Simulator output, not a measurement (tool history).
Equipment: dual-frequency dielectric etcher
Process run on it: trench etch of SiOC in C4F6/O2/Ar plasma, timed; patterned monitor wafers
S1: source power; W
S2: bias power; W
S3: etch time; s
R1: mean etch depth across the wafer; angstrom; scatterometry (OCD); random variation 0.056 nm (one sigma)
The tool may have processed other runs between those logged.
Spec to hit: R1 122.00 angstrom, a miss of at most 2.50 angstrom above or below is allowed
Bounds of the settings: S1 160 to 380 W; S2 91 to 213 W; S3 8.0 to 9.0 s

| run | hour | S1 | S2 | S3 | R1 |
|---|---|---|---|---|---|
| 1 | 0.0 | 270 | 152 | 9.0 | 155.49 |
| 2 | 2.4 | 300 | 152 | 9.0 | 163.90 |
| 3 | 3.3 | 270 | 144 | 9.0 | 152.21 |
| 4 | 7.6 | 270 | 132 | 9.0 | 147.00 |
| 5 | 15.5 | 250 | 130 | 9.0 | 140.64 |
| 6 | 24.4 | 230 | 129 | 9.0 | 134.57 |
| 7 | 32.3 | 220 | 128 | 9.0 | 130.94 |
| 8 | 40.2 | 210 | 127 | 9.0 | 126.57 |

Exercise: of the 5 proposed moves below, exactly one satisfies all targets within the stated allowed misses. Which move is it?
| A | 48.1 | 250 | 122 | 8.0 | ? |
| B | 48.1 | 220 | 125 | 9.0 | ? |
| C | 48.1 | 200 | 138 | 9.0 | ? |
| D | 48.1 | 230 | 133 | 8.5 | ? |
| E | 48.1 | 200 | 149 | 9.0 | ? |

| move | R1 |
|---|---|
| A | 122.35 |
| B | 129.09 |
| C | 126.26 |
| D | 127.75 |
| E | 129.71 |
A: every result within its allowed miss
B: misses by more than the last run did
C: nearer than the last run, and not there yet
D: misses by more than the last run did
E: misses by more than the last run did
A meets every target.

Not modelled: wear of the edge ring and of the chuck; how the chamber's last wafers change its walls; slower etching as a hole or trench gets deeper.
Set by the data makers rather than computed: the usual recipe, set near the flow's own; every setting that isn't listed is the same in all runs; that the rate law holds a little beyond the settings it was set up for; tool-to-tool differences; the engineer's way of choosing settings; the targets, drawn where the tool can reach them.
